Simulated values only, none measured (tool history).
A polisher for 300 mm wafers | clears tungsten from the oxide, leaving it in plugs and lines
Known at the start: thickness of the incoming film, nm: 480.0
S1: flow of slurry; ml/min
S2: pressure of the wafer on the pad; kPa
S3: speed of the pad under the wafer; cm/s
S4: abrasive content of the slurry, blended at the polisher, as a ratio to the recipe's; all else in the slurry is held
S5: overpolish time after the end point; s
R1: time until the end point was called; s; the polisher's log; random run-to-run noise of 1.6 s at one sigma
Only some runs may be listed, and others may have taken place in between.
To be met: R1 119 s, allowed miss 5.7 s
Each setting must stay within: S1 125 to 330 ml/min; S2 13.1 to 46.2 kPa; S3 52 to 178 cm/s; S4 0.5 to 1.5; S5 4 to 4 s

{"run": 1, "hour": 0.0, "S1": 210, "S2": 29.6, "S3": 114, "S4": 1, "S5": 4, "R1": 69.806}
{"run": 2, "hour": 6.6, "S1": 210, "S2": 29.6, "S3": 114, "S4": 0.9, "S5": 4, "R1": 70.905}
{"run": 3, "hour": 11.5, "S1": 210, "S2": 25.5, "S3": 112, "S4": 0.9, "S5": 4, "R1": 85.699}
{"run": 4, "hour": 16.8, "S1": 210, "S2": 25.5, "S3": 136, "S4": 0.9, "S5": 4, "R1": 71.132}
{"run": 5, "hour": 21.3, "S1": 210, "S2": 31, "S3": 136, "S4": 0.9, "S5": 4, "R1": 57.688}
{"run": 6, "hour": 22.5, "S1": 210, "S2": 31, "S3": 136, "S4": 1, "S5": 4, "R1": 56.967}
{"run": 7, "hour": 28.2, "S1": 210, "S2": 25.5, "S3": 132, "S4": 1, "S5": 4, "R1": 70.086}
{"hour": 33.6, "done": "slurry blender recalibrated"}
{"run": 8, "hour": 33.6, "S1": 210, "S2": 22.1, "S3": 128, "S4": 1, "S5": 4, "R1": 79.907}
{"run": 9, "hour": 34.6, "S1": 210, "S2": 19.3, "S3": 124, "S4": 1, "S5": 4, "R1": 89.804}
{"run": 10, "hour": 41.3, "S1": 210, "S2": 17.2, "S3": 120, "S4": 1, "S5": 4, "R1": 106.83}
{"run": 11, "hour": 47.6, "S1": 210, "S2": 16.5, "S3": 120, "S4": 1, "S5": 4, "R1": 110.84}
{"run": 12, "hour": 50.7, "S1": 210, "S2": 16.5, "S3": 120, "S4": 1, "S5": 4, "R1": 109.37}

4 candidate next runs follow, results not yet known. Just one meets every target within its allowed miss. Identify it.
{"run": "A", "hour": 53.8, "S1": 245, "S2": 17.2, "S3": 106, "S4": 1, "S5": 4, "R1": "?"}
{"run": "B", "hour": 53.8, "S1": 235, "S2": 17.9, "S3": 88, "S4": 1.05, "S5": 4, "R1": "?"}
{"run": "C", "hour": 53.8, "S1": 210, "S2": 19.3, "S3": 108, "S4": 1.25, "S5": 4, "R1": "?"}
{"run": "D", "hour": 53.8, "S1": 185, "S2": 13.8, "S3": 124, "S4": 0.9, "S5": 4, "R1": "?"}

move=A R1=119.05
move=B R1=136.58
move=C R1=102.2
move=D R1=132.1
A: every result lands within tolerance
B: moves the result that the last run missed by most past its target, out the other side
C: the biggest miss grows against the last run
D: moves the result that the last run missed by most past its target, out the other side
Correct choice: A, which meets every target
